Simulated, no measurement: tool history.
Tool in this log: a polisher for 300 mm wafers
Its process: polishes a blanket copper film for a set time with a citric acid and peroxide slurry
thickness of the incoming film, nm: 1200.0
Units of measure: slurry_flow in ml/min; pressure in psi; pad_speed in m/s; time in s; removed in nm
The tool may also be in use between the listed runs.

run,hour,slurry_flow,pressure,pad_speed,slurry_solids,time,removed
1,0.0,285,3.4,0.82,1.0,49,117.290
2,8.2,285,3.9,0.82,1.0,49,129.800
3,16.4,285,3.2,0.78,1.0,49,107.990
4,20.4,285,2.7,0.74,1.0,49,92.857
5,24.1,285,2.7,0.56,1.0,49,71.037
6,25.2,285,2.7,0.38,1.0,49,49.039
7,27.7,285,3.2,0.38,1.0,49,54.131
8,29.0,285,3.6,0.38,1.0,49,58.547
9,30.5,285,3.8,0.38,1.0,49,59.802
10,39.2,285,4.0,0.38,1.0,49,61.881
11,47.0,285,4.0,0.38,1.0,49,62.891

For run 12, what comes out?
12,52.1,285,4.0,0.38,1.0,49,?

Run 12 came out at removed 62.852 nm.
